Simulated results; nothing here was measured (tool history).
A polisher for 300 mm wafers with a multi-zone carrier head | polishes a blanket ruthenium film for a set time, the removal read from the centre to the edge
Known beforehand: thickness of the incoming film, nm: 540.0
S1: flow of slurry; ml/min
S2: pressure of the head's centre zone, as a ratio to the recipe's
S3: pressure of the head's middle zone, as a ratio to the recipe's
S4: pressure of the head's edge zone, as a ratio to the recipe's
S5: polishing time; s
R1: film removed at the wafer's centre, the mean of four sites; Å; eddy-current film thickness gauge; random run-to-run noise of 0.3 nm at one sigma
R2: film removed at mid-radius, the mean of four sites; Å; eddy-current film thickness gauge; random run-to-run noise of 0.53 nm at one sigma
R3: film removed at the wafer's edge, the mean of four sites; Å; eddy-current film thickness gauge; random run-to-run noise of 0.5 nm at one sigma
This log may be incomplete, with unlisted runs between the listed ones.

Run 1, hour 0: S1 300 ml/min, S2 1, S3 1, S4 1, S5 49 s. Result: R1 565.72 Å, R2 573.61 Å, R3 561.15 Å.
Run 2, hour 5.1: S1 295 ml/min, S2 0.96, S3 1.01, S4 0.97, S5 46 s. Result: R1 497.58 Å, R2 535.11 Å, R3 515.78 Å.
Run 3, hour 13.9: S1 295 ml/min, S2 0.96, S3 0.95, S4 0.97, S5 46 s. Result: R1 504.32 Å, R2 520.31 Å, R3 520.23 Å.
Run 4, hour 17.4: S1 295 ml/min, S2 0.94, S3 0.97, S4 0.94, S5 44 s. Result: R1 472.09 Å, R2 506.44 Å, R3 488.8 Å.
Run 5, hour 21.3: S1 290 ml/min, S2 0.92, S3 0.98, S4 0.91, S5 43 s. Result: R1 455.24 Å, R2 493 Å, R3 476.69 Å.
Run 6, hour 28.9: S1 290 ml/min, S2 0.92, S3 0.98, S4 0.91, S5 35 s. Result: R1 366.91 Å, R2 391.07 Å, R3 383.37 Å.

Run 7 comes next. What will it give?
Run 7, hour 36.6: S1 300 ml/min, S2 0.91, S3 1.01, S4 0.91, S5 36 s. Result: R1 ?, R2 ?, R3 ?.

{"run 7": {"R1": 377.67, "R2": 422.43, "R3": 393.4}}
